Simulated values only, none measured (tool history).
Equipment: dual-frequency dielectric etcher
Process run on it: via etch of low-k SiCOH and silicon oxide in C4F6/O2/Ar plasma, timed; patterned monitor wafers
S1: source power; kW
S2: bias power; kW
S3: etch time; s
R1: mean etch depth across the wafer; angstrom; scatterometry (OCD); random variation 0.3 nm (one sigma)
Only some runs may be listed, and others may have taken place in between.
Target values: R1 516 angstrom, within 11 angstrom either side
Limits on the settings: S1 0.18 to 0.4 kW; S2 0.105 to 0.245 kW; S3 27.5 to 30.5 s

run,hour,S1,S2,S3,R1
1,0,0.29,0.175,30.5,605.13
2,6.9,0.29,0.15,30.5,573.94
3,8.8,0.27,0.147,30.5,553.37
4,9.5,0.26,0.145,30.5,537.81
5,11.2,0.25,0.144,30.5,534.82
6,16.5,0.25,0.144,27.5,485.58
7,25.4,0.26,0.145,27.5,490.8
8,29.3,0.27,0.146,27.5,497.02

Exercise: of the 4 proposed moves below, exactly one satisfies all targets within the stated allowed misses. Which move is it?
A,33.2,0.29,0.118,28.5,?
B,33.2,0.28,0.134,30,?
C,33.2,0.25,0.134,30.5,?
D,33.2,0.3,0.119,28,?

move,R1
A,495.1
B,536.39
C,518.24
D,495.31
A: its largest miss is bigger than the last run's
B: takes the result that was furthest off past its target
C: every result within its allowed miss
D: its largest miss is bigger than the last run's
The right move is C.
